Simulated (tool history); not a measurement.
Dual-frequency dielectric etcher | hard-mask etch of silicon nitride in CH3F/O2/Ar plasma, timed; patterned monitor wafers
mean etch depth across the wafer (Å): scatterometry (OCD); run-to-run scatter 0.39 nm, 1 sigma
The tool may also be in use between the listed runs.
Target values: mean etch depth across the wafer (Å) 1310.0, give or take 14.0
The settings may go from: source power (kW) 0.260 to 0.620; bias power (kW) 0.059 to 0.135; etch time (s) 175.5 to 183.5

run  hour  source power (kW)  bias power (kW)  etch time (s)  mean etch depth across the wafer (Å)
  1   0.0              0.440            0.097          175.5                                1500.4
  2   6.9              0.410            0.097          175.5                                1440.4
  3   8.3              0.400            0.097          175.5                                1429.2
  4   9.7              0.390            0.097          175.5                                1405.3
  5  16.6              0.440            0.097          175.5                                1495.9
  6  17.7              0.440            0.097          175.5                                1494.6
  7  22.6              0.420            0.097          175.5                                1458.3
  8  26.9              0.400            0.097          175.5                                1427.4
  9  32.4              0.390            0.097          175.5                                1408.7
 10  39.5              0.380            0.097          175.5                                1386.1
 11  48.1              0.370            0.097          175.5                                1373.9
 12  57.0              0.360            0.097          175.5                                1347.7
 13  60.1              0.330            0.097          175.5                                1285.9

Which one of the following 4 next-run settings gets every result inside its allowed miss? There is exactly one.
  A  63.2              0.330            0.090          177.0                                     ?
  B  63.2              0.340            0.081          177.0                                     ?
  C  63.2              0.360            0.090          175.5                                     ?
  D  63.2              0.340            0.083          177.5                                     ?

move  mean etch depth across the wafer (Å)
   A                                1271.8
   B                                1248.3
   C                                1321.1
   D                                1261.9
A: further off than the last run
B: further off than the last run
C: every result lands within tolerance
D: further off than the last run
Correct choice: C, which meets every target

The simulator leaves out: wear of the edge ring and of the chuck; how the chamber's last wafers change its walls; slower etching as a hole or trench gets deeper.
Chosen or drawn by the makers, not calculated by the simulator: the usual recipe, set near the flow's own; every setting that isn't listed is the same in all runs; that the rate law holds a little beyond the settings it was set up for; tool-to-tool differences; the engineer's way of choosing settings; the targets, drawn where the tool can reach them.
